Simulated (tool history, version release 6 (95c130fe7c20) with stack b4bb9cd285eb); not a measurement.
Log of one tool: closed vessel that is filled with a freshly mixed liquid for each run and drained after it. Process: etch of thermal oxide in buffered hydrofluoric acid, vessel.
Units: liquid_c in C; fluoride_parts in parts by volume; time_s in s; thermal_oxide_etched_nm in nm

run,hour,liquid_c,fluoride_parts,time_s,thermal_oxide_etched_nm
1,0,23,11,95,107.21
2,6,23,11,95,107.29
3,10.5,21,11,95,96.268
4,15.5,20,11,95,90.418
5,16.7,19.5,11,95,88.279
6,21.2,19,11,95,85.967

Forecast run 7:
# hour 25.4: hydrofluoric acid flow meter replaced
7,25.4,18.5,11,95,?

{"run 7": {"thermal_oxide_etched_nm": 75.005}}

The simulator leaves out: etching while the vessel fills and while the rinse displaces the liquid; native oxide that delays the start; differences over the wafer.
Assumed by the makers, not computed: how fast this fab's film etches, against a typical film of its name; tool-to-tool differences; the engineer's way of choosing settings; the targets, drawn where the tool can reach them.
